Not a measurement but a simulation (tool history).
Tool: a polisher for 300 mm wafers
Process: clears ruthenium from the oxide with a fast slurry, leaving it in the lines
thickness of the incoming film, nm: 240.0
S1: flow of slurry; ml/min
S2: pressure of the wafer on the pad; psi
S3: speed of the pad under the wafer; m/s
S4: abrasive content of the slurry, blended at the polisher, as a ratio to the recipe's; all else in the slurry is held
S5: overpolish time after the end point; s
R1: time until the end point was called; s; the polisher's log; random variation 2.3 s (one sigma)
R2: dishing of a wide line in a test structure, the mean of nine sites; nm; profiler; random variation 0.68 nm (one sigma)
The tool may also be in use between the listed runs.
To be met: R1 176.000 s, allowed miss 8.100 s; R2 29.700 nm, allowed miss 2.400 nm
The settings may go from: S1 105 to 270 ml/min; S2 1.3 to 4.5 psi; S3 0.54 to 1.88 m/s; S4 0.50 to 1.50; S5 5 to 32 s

run  hour   S1   S2    S3    S4  S5       R1      R2
  1   0.0  175  2.9  1.20  1.00  16   59.317  62.089
  2   1.3  175  2.6  1.08  1.00  16   71.087  51.809
  3   3.9  175  2.6  1.08  1.00  22   70.986  66.558
  4  12.3  175  2.6  0.90  1.00  22   81.345  60.484
  5  20.6  175  2.3  0.82  0.95  22   99.969  52.827
     21.3  -- slurry nozzle cleaned
  6  21.3  175  2.8  0.82  0.95  22   76.848  63.391
  7  29.8  175  2.5  0.80  0.95  21   87.259  54.127
  8  31.7  170  2.3  0.74  0.90  21  104.800  48.313
  9  40.2  170  2.1  0.72  0.90  21  117.850  44.046
 10  41.7  170  1.9  0.72  0.90  21  129.700  42.125
 11  47.6  170  1.8  0.72  0.90  20  133.570  37.989
 12  52.2  170  1.7  0.70  0.90  20  145.110  35.811
 13  53.3  170  1.6  0.70  0.90  20  153.340  32.882
 14  56.0  170  1.5  0.70  0.90  20  165.020  32.076

Which of these 4 next moves meets every target?
  A  58.7  155  1.4  0.82  0.80  20   ?   ?
  B  58.7  160  1.6  0.68  0.95  18   ?   ?
  C  58.7  155  2.1  0.66  0.75  14   ?   ?
  D  58.7  235  1.7  0.56  1.05  16   ?   ?

move       R1      R2
   A  175.320  30.627
   B  155.070  31.107
   C  143.380  26.607
   D  148.300  29.128
A: meets every target
B: further off than the last run
C: further off than the last run
D: further off than the last run
Move A is the one to make.

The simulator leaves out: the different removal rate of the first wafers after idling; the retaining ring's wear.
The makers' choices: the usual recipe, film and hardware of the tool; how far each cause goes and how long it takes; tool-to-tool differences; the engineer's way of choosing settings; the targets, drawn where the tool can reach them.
